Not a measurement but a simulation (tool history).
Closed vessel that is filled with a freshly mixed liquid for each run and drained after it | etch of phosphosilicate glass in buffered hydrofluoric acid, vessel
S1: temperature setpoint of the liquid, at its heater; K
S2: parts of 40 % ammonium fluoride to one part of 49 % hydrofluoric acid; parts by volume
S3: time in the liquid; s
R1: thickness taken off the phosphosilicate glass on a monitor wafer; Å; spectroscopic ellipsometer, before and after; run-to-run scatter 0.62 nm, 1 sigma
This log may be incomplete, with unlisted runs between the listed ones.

| run | day | S1 | S2 | S3 | R1 |
|---|---|---|---|---|---|
| 1 | 0.000 | 294.15 | 11.5 | 95 | 2088.1 |
| 2 | 0.100 | 293.65 | 12.0 | 95 | 1961.7 |
| 3 | 0.346 | 291.15 | 12.0 | 95 | 1703.7 |
| 4 | 0.558 | 291.15 | 12.5 | 95 | 1626.7 |
| 5 | 0.700 | 291.15 | 12.5 | 95 | 1635.5 |
| 6 | 0.983 | 290.15 | 12.5 | 95 | 1541.1 |
| 7 | 1.158 | 290.15 | 13.0 | 95 | 1480.9 |

Run 8 is up next; what results do you expect?
| 8 | 1.312 | 290.15 | 13.0 | 95 | ? |

{"run 8": {"R1": 1491.3}}
